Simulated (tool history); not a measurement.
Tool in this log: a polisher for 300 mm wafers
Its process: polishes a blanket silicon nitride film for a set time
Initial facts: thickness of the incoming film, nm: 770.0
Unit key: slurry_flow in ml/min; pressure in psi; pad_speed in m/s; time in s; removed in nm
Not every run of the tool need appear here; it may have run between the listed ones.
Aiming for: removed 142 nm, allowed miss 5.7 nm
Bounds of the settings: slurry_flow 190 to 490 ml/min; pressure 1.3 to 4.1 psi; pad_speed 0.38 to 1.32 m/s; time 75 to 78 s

run 1 hour=0 | slurry_flow=315 pressure=2.7 pad_speed=0.84 time=75 | removed=89.815
run 2 hour=7.3 | slurry_flow=315 pressure=2.4 pad_speed=0.84 time=75 | removed=82.641
run 3 hour=10.6 | slurry_flow=315 pressure=2.4 pad_speed=0.74 time=75 | removed=74.927
run 4 hour=19.5 | slurry_flow=315 pressure=2.6 pad_speed=0.76 time=75 | removed=83.073
run 5 hour=21.5 | slurry_flow=315 pressure=2.8 pad_speed=0.76 time=75 | removed=89.206
run 6 hour=23.2 | slurry_flow=315 pressure=3 pad_speed=0.76 time=75 | removed=94.298
run 7 hour=25.4 | slurry_flow=315 pressure=3.2 pad_speed=0.76 time=75 | removed=100.76
run 8 hour=34 | slurry_flow=315 pressure=3.3 pad_speed=0.76 time=75 | removed=102.72
run 9 hour=41.6 | slurry_flow=315 pressure=3.4 pad_speed=0.78 time=75 | removed=107.1
run 10 hour=46.6 | slurry_flow=315 pressure=3.5 pad_speed=0.8 time=75 | removed=113.79
run 11 hour=49.9 | slurry_flow=315 pressure=3.6 pad_speed=0.8 time=75 | removed=116.02
run 12 hour=54.9 | slurry_flow=315 pressure=3.7 pad_speed=0.8 time=75 | removed=121.24
run 13 hour=58.9 | slurry_flow=315 pressure=3.8 pad_speed=0.8 time=75 | removed=123.74
run 14 hour=64.4 | slurry_flow=315 pressure=3.8 pad_speed=0.8 time=75 | removed=123.12
run 15 hour=70.3 | slurry_flow=315 pressure=4 pad_speed=0.84 time=75 | removed=134.01

Consider the 5 candidate settings below. Which is the only one whose results all fall within their allowed miss of target?
run A hour=76.2 | slurry_flow=335 pressure=3.8 pad_speed=0.82 time=75 | removed=?
run B hour=76.2 | slurry_flow=280 pressure=3.7 pad_speed=0.88 time=76 | removed=?
run C hour=76.2 | slurry_flow=275 pressure=4 pad_speed=0.76 time=75 | removed=?
run D hour=76.2 | slurry_flow=205 pressure=4 pad_speed=0.92 time=76 | removed=?
run E hour=76.2 | slurry_flow=430 pressure=4 pad_speed=0.78 time=75 | removed=?

move=A removed=124.46
move=B removed=127.55
move=C removed=121.65
move=D removed=137.73
move=E removed=128.33
A: moves away from the targets compared with the last run
B: moves away from the targets compared with the last run
C: moves away from the targets compared with the last run
D: every result within its allowed miss
E: moves away from the targets compared with the last run
Answer: D
